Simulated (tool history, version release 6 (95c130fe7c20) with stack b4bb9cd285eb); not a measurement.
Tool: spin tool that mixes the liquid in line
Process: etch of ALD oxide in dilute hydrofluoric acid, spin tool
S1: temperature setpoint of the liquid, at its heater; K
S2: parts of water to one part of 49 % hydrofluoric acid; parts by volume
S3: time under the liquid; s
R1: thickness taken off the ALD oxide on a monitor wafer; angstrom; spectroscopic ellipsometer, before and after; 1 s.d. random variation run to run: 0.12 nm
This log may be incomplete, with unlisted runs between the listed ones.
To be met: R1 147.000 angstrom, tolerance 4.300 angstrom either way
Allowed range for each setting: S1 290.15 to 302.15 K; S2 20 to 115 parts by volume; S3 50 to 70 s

| run | day | S1 | S2 | S3 | R1 |
|---|---|---|---|---|---|
| 1 | 0.000 | 294.15 | 65 | 70 | 100.630 |
| 2 | 0.088 | 294.15 | 65 | 50 | 72.260 |
| 3 | 0.429 | 295.15 | 60 | 50 | 83.062 |
| 4 | 0.762 | 295.65 | 55 | 50 | 91.345 |
| 5 | 0.812 | 293.15 | 55 | 50 | 82.781 |
| 6 | 1.162 | 294.15 | 50 | 50 | 95.697 |
| 7 | 1.479 | 295.15 | 50 | 50 | 100.220 |
| 8 | 1.775 | 296.15 | 50 | 50 | 104.370 |
| 9 | 2.108 | 296.65 | 50 | 50 | 106.080 |
| 10 | 2.346 | 297.15 | 50 | 50 | 107.930 |
| 11 | 2.433 | 297.65 | 50 | 50 | 111.060 |
| 12 | 2.558 | 298.15 | 50 | 50 | 113.980 |
| 13 | 2.929 | 298.65 | 50 | 50 | 116.460 |
| 14 | 3.183 | 299.15 | 50 | 50 | 117.980 |
| 15 | 3.400 | 302.15 | 40 | 50 | 166.230 |
| 16 | 3.704 | 301.65 | 40 | 50 | 168.850 |
| 17 | 3.746 | 301.15 | 40 | 50 | 162.410 |
| 18 | 3.800 | 300.15 | 40 | 50 | 154.550 |
| 19 | 3.925 | 299.65 | 40 | 50 | 152.870 |
|  | 4.250 | hydrofluoric acid flow meter replaced |
| 20 | 4.250 | 298.65 | 40 | 50 | 154.920 |

Exercise: of the 5 proposed moves below, exactly one satisfies all targets within the stated allowed misses. Which move is it?
| A | 4.575 | 293.65 | 35 | 55 | ? |
| B | 4.575 | 298.15 | 50 | 60 | ? |
| C | 4.575 | 302.15 | 55 | 60 | ? |
| D | 4.575 | 301.15 | 45 | 50 | ? |
| E | 4.575 | 299.15 | 40 | 50 | ? |

| move | R1 |
|---|---|
| A | 161.000 |
| B | 145.530 |
| C | 154.220 |
| D | 153.210 |
| E | 160.120 |
A: lands further from the targets than the last run did
B: every result lands within tolerance
C: gains on the last run, yet a result remains outside its allowed miss
D: gains on the last run, yet a result remains outside its allowed miss
E: lands further from the targets than the last run did
So the answer is move B, the one that meets all the targets.
